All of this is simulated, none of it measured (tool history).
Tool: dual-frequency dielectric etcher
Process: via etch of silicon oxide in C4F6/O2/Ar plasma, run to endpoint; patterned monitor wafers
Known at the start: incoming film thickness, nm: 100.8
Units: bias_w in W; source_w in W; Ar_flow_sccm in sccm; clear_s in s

run,hour,bias_w,source_w,Ar_flow_sccm,clear_s
1,0.0,489,420,332,21.912
2,5.2,489,470,332,21.335
3,10.4,453,450,337,22.245
4,15.4,453,410,337,22.982
# hour 17.6: bias power generator calibrated
5,17.6,453,440,337,22.017
6,23.6,453,500,337,21.118
7,30.6,425,470,342,22.158

Forecast run 8:
8,38.1,401,450,346,?

Run 8 gave clear_s 22.996 s.
